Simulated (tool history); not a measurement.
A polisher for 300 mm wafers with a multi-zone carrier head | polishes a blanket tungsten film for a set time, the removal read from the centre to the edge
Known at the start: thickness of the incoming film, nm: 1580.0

run  hour  flow of slurry (ml/min)  pressure of the head's centre zone  pressure of the head's middle zone  pressure of the head's edge zone  abrasive content of the slurry  polishing time (s)  film removed at the wafer's centre (nm)  film removed at mid-radius (nm)  film removed at the wafer's edge (nm)
  1     0                      305                                   1                                   1                                 1                               1                  79                                   607.51                           563.49                                 572.58
  2   1.8                      275                                   1                                   1                                 1                               1                  79                                   588.03                           537.86                                 562.03
  3     9                      270                                1.02                                0.98                              0.95                            0.85                  65                                   471.69                           433.33                                 440.43
  4  17.1                      220                                1.02                                0.98                              0.95                            0.85                  65                                   468.03                           419.89                                  439.6
  5  21.7                      230                                1.05                                0.96                              0.92                            0.75                  55                                   411.43                            348.2                                 358.33
  6  26.5                      300                                1.05                                0.96                              0.92                            0.75                  55                                   413.65                           353.32                                 361.09
  7  28.8                      300                                1.05                                0.95                               0.9                            0.65                  51                                   375.93                           314.85                                 325.89
  8  33.8                      295                                1.04                                0.94                              0.81                             0.5                  42                                   290.46                           249.63                                 243.25
  9  37.1                      295                                1.05                                0.94                              0.84                             0.5                  42                                   302.47                           248.91                                 248.72
 10  45.2                      300                                1.05                                0.95                              0.86                             0.5                  42                                   298.23                           249.95                                 248.44
 11  47.1                      305                                1.07                                0.95                              0.93                             0.7                  43                                   331.62                            269.2                                 280.78

Forecast run 12:
     48.1  -- centre zone pressure recalibrated
 12  48.1                      305                                1.07                                0.95                              0.92                            0.65                  43                                        ?                                ?                                      ?

{"run 12": {"film removed at the wafer's centre (nm)": 309.06, "film removed at mid-radius (nm)": 274.68, "film removed at the wafer's edge (nm)": 272.99}}
